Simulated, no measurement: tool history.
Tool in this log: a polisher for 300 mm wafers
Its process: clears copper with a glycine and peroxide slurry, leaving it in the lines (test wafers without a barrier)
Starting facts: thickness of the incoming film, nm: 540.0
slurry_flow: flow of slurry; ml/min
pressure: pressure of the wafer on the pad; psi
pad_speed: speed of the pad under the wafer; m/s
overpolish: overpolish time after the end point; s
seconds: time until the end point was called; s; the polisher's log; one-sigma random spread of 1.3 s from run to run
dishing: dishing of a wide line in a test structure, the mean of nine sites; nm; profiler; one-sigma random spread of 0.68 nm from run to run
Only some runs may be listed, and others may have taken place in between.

run,hour,slurry_flow,pressure,pad_speed,overpolish,seconds,dishing
1,0,145,2.4,1.08,21,83.841,69.921
2,6.2,145,2.5,1.1,18,80.409,65.03
3,9.1,110,2.5,1.1,18,85.774,64.708
4,11.8,120,2.6,1.12,15,80.547,58.663
5,12.4,145,2.6,1.12,15,77.181,59.971
6,19.4,150,2.6,1.12,13,76.301,55.5
7,24.3,150,2.6,1.12,13,77.148,54.559
8,31.4,155,2.8,1.16,6,72.597,30.863
9,39.7,155,2.7,1.2,7,73.509,34.815
10,46.2,155,2.8,1.16,8,74.812,39.165

For run 11, what comes out?
11,47.3,155,2.9,1.14,8,?,?

seconds: 73.284 s
dishing: 40.083 nm
